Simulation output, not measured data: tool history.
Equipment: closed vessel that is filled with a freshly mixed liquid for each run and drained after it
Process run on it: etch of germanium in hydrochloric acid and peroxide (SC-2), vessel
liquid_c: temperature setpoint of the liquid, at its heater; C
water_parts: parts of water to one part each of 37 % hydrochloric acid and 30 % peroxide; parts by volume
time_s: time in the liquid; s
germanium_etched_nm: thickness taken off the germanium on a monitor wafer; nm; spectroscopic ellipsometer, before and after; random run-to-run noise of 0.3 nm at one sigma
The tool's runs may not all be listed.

{"run": 1, "day": 0.0, "liquid_c": 65.0, "water_parts": 6.5, "time_s": 35, "germanium_etched_nm": 100.72}
{"run": 2, "day": 0.083, "liquid_c": 65.0, "water_parts": 8.0, "time_s": 35, "germanium_etched_nm": 99.743}
{"run": 3, "day": 0.288, "liquid_c": 62.0, "water_parts": 8.0, "time_s": 35, "germanium_etched_nm": 91.114}
{"run": 4, "day": 0.346, "liquid_c": 58.5, "water_parts": 8.0, "time_s": 35, "germanium_etched_nm": 82.37}
{"run": 5, "day": 0.492, "liquid_c": 59.5, "water_parts": 8.0, "time_s": 35, "germanium_etched_nm": 85.138}
{"run": 6, "day": 0.804, "liquid_c": 59.5, "water_parts": 6.5, "time_s": 35, "germanium_etched_nm": 85.984}
{"day": 0.958, "done": "new drum of peroxide connected"}
{"run": 7, "day": 0.958, "liquid_c": 60.5, "water_parts": 6.5, "time_s": 35, "germanium_etched_nm": 89.357}
{"run": 8, "day": 1.096, "liquid_c": 61.0, "water_parts": 6.5, "time_s": 35, "germanium_etched_nm": 90.728}
{"run": 9, "day": 1.192, "liquid_c": 61.5, "water_parts": 6.5, "time_s": 35, "germanium_etched_nm": 91.665}

The next listed run, before its measurement:
{"run": 10, "day": 1.579, "liquid_c": 62.0, "water_parts": 6.5, "time_s": 35, "germanium_etched_nm": "?"}

germanium_etched_nm: 93.189 nm
